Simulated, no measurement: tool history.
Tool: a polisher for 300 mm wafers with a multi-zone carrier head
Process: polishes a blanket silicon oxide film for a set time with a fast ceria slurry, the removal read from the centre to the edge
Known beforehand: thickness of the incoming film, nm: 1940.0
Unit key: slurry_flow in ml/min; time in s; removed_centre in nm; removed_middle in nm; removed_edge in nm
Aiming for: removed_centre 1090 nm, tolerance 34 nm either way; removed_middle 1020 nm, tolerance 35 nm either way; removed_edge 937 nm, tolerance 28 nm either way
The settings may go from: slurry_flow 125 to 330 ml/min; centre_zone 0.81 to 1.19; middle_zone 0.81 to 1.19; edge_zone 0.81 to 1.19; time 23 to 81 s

| run | day | slurry_flow | centre_zone | middle_zone | edge_zone | time | removed_centre | removed_middle | removed_edge |
|---|---|---|---|---|---|---|---|---|---|
| 1 | 0 | 210 | 1 | 1 | 1 | 52 | 667.43 | 653.93 | 693.07 |
| 2 | 0.288 | 230 | 1.05 | 1.05 | 1.02 | 56 | 761.09 | 732.56 | 739.05 |
| 3 | 0.442 | 230 | 1.1 | 1.05 | 1.02 | 56 | 808.07 | 738.03 | 746.27 |
| 4 | 0.688 | 240 | 1.12 | 1.09 | 1.04 | 59 | 860.93 | 812.63 | 787.75 |
| 5 | 0.725 | 250 | 1.14 | 1.11 | 1.05 | 62 | 915.22 | 861.61 | 844.88 |
| 6 | 0.925 | 255 | 1.15 | 1.12 | 1.03 | 64 | 959.96 | 882.33 | 856.62 |
| 7 | 1.242 | 255 | 1.16 | 1.14 | 1.03 | 66 | 1003.5 | 938.16 | 903.16 |
| 8 | 1.288 | 310 | 1.19 | 1.18 | 1 | 67 | 1060.7 | 1002.7 | 904.42 |

Consider the 4 candidate settings below. Which is the only one whose results all fall within their allowed miss of target?
| A | 1.333 | 315 | 1.18 | 1.07 | 0.99 | 69 | ? | ? | ? |
| B | 1.333 | 325 | 1.15 | 1.17 | 0.94 | 66 | ? | ? | ? |
| C | 1.333 | 255 | 1.13 | 0.99 | 1.07 | 73 | ? | ? | ? |
| D | 1.333 | 235 | 1.16 | 1.13 | 0.94 | 73 | ? | ? | ? |

| move | removed_centre | removed_middle | removed_edge |
|---|---|---|---|
| A | 1086.4 | 961.56 | 930.18 |
| B | 1019.3 | 996.17 | 872.82 |
| C | 1077.4 | 931.23 | 999.09 |
| D | 1091.5 | 1031.6 | 939.97 |
A: meets the target for the result that was furthest off, but another lies outside its allowed miss
B: its largest miss is bigger than the last run's
C: the result that was furthest off in the last run now lies on the other side of its target
D: all results land within tolerance of their targets
Go with D: it meets all targets.

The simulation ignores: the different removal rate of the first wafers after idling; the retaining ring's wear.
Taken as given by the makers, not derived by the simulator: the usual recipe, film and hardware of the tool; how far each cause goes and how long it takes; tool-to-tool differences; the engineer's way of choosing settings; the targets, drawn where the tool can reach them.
